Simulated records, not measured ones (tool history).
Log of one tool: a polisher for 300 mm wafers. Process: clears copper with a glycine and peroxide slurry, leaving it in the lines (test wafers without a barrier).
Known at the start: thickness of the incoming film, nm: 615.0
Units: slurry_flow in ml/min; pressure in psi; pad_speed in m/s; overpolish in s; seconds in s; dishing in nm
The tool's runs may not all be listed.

{"run": 1, "day": 0.0, "slurry_flow": 225, "pressure": 2.5, "pad_speed": 1.18, "overpolish": 14, "seconds": 112.32, "dishing": 53.054}
{"run": 2, "day": 0.367, "slurry_flow": 225, "pressure": 3.1, "pad_speed": 1.18, "overpolish": 14, "seconds": 91.95, "dishing": 63.159}
{"run": 3, "day": 0.504, "slurry_flow": 225, "pressure": 3.1, "pad_speed": 1.34, "overpolish": 14, "seconds": 87.005, "dishing": 68.828}
{"run": 4, "day": 0.558, "slurry_flow": 225, "pressure": 2.7, "pad_speed": 1.34, "overpolish": 14, "seconds": 95.846, "dishing": 63.473}
{"run": 5, "day": 0.904, "slurry_flow": 225, "pressure": 2.7, "pad_speed": 1.34, "overpolish": 8, "seconds": 96.226, "dishing": 39.518}
{"run": 6, "day": 1.104, "slurry_flow": 220, "pressure": 2.3, "pad_speed": 1.24, "overpolish": 11, "seconds": 116.57, "dishing": 42.765}
{"run": 7, "day": 1.358, "slurry_flow": 215, "pressure": 2, "pad_speed": 1.18, "overpolish": 13, "seconds": 139.81, "dishing": 43.926}

Run 8 comes next. What will it give?
{"run": 8, "day": 1.638, "slurry_flow": 210, "pressure": 1.8, "pad_speed": 1.18, "overpolish": 14, "seconds": "?", "dishing": "?"}

{"run 8": {"seconds": 148.93, "dishing": 43.022}}
